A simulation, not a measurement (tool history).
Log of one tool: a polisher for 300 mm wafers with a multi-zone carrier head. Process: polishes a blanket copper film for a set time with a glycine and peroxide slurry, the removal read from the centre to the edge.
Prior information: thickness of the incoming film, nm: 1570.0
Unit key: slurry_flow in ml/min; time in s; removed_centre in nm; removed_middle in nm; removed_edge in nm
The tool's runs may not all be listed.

run	hour	slurry_flow	centre_zone	middle_zone	edge_zone	time	removed_centre	removed_middle	removed_edge
1	0.0	295	1.00	1.00	1.00	51	240.56	243.94	239.23
2	8.2	295	1.00	1.00	1.00	41	191.43	195.89	196.35
3	12.8	300	0.99	1.01	1.05	46	219.56	218.59	220.39
4	14.6	250	0.99	1.01	1.05	46	212.10	217.78	218.80
5	19.3	250	0.99	1.01	1.05	57	262.28	270.00	266.97
6	22.5	260	0.97	1.02	1.08	58	261.50	277.55	282.47

Run 7 comes next. What will it give?
7	28.6	275	0.97	1.03	1.09	58	?	?	?

{"run 7": {"removed_centre": 267.6, "removed_middle": 283.19, "removed_edge": 283.65}}
